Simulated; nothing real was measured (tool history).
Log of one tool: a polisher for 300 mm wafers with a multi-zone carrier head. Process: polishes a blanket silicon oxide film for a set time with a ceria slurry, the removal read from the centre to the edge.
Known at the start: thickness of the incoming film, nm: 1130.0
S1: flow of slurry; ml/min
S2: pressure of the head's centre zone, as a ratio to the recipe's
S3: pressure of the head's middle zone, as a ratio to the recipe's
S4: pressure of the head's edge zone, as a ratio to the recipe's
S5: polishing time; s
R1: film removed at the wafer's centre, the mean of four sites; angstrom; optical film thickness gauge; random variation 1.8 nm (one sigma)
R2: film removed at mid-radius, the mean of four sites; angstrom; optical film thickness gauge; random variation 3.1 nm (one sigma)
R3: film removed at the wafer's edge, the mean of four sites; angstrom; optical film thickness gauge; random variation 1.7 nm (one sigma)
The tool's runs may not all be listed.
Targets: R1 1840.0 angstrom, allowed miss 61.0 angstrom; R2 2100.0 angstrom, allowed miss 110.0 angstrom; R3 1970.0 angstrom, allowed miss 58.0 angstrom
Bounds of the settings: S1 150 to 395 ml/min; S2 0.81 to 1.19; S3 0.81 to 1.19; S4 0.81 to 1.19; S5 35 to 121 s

run  hour   S1    S2    S3    S4  S5      R1      R2      R3
  1   0.0  250  1.00  1.00  1.00  78  2380.9  2370.0  2469.2
  2   8.5  245  0.98  1.01  0.97  76  2297.8  2311.7  2343.1
  3  17.0  245  0.98  0.98  0.97  76  2269.6  2295.8  2391.7
  4  18.9  245  0.98  0.98  0.97  61  1829.5  1830.1  1923.4
  5  22.2  250  0.97  1.00  0.97  61  1809.0  1832.0  1944.0
  6  27.2  250  0.97  1.00  0.89  61  1827.2  1860.9  1866.1
  7  33.7  255  0.96  1.02  0.90  62  1840.6  1949.8  1911.7
  8  37.2  260  0.96  1.03  0.90  62  1826.1  1941.7  1901.9
  9  41.9  265  0.96  1.04  0.90  62  1847.9  1973.7  1891.2

5 next moves are on the table. One of them brings every result within its allowed miss. Which?
  A  46.6  250  0.93  1.04  0.93  59   ?   ?   ?
  B  46.6  260  0.86  1.01  0.96  68   ?   ?   ?
  C  46.6  285  0.88  1.04  0.84  65   ?   ?   ?
  D  46.6  280  0.93  0.87  0.91  67   ?   ?   ?
  E  46.6  340  0.92  1.18  0.91  57   ?   ?   ?

move      R1      R2      R3
   A  1712.9  1853.2  1823.7
   B  1865.5  2100.5  2143.6
   C  1853.3  2093.8  1961.7
   D  1991.2  1852.2  2089.5
   E  1742.6  2104.1  1811.6
A: further off than the last run
B: takes the result that was furthest off past its target
C: meets every target
D: takes the result that was furthest off past its target
E: further off than the last run
Answer: C
